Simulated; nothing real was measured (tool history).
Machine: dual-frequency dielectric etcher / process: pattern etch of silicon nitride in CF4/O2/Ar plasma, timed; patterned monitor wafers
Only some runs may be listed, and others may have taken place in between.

run  hour  source power (W)  bias power (W)  Ar flow (sccm)  CF4 flow (sccm)  etch time (s)  mean etch depth across the wafer (angstrom)
  1   0.0               540              47             124               90           15.5                                       266.67
  2   7.2               540              47             124              100           15.5                                       270.79
  3  10.1               450              47             124              100           15.5                                       223.58
  4  15.1               450              47             145              100           15.5                                       222.03
  5  18.2               450              52             145              100           15.5                                       229.82
  6  23.1               400              52             145              100           15.5                                       202.20

Run 7, settings as shown, results not yet in. Your forecast:
  7  29.2               390              52             145              100           15.5                                            ?

Run 7 came out at mean etch depth across the wafer (angstrom) 197.17.

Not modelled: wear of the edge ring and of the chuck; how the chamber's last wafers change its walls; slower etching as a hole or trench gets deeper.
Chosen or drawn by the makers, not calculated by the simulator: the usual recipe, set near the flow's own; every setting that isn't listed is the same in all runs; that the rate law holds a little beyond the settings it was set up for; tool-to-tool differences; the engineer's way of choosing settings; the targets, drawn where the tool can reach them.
